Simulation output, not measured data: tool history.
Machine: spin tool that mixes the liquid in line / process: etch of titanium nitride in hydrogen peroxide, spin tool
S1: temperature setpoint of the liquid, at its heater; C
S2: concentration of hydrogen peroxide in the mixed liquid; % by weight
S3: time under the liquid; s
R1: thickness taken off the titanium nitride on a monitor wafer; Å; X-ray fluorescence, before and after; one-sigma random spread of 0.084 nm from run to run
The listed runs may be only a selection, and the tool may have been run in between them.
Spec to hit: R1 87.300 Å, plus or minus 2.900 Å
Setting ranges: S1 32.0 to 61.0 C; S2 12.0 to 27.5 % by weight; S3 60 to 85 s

run 1 hour=0.0 | S1=45.0 S2=18.5 S3=85 | R1=40.136
run 2 hour=5.5 | S1=39.5 S2=18.5 S3=85 | R1=26.206
run 3 hour=10.0 | S1=44.0 S2=18.5 S3=85 | R1=36.968
run 4 hour=15.8 | S1=47.5 S2=18.5 S3=85 | R1=49.444
run 5 hour=18.5 | S1=47.5 S2=15.5 S3=85 | R1=46.565
run 6 hour=20.7 | S1=50.0 S2=15.5 S3=85 | R1=56.503
run 7 hour=25.9 | S1=51.5 S2=15.5 S3=85 | R1=63.516
run 8 hour=29.6 | S1=52.5 S2=15.5 S3=85 | R1=67.521

Which one of the following 4 next-run settings gets every result inside its allowed miss? There is exactly one.
run A hour=33.3 | S1=55.0 S2=20.5 S3=60 | R1=?
run B hour=33.3 | S1=55.0 S2=15.0 S3=85 | R1=?
run C hour=33.3 | S1=55.0 S2=16.5 S3=85 | R1=?
run D hour=33.3 | S1=56.0 S2=16.0 S3=85 | R1=?

move=A R1=59.701
move=B R1=79.146
move=C R1=80.754
move=D R1=86.116
A: further off than the last run
B: better than the last run, though not everything is in spec
C: better than the last run, though not everything is in spec
D: all results land within tolerance of their targets
The move that meets every target is D.
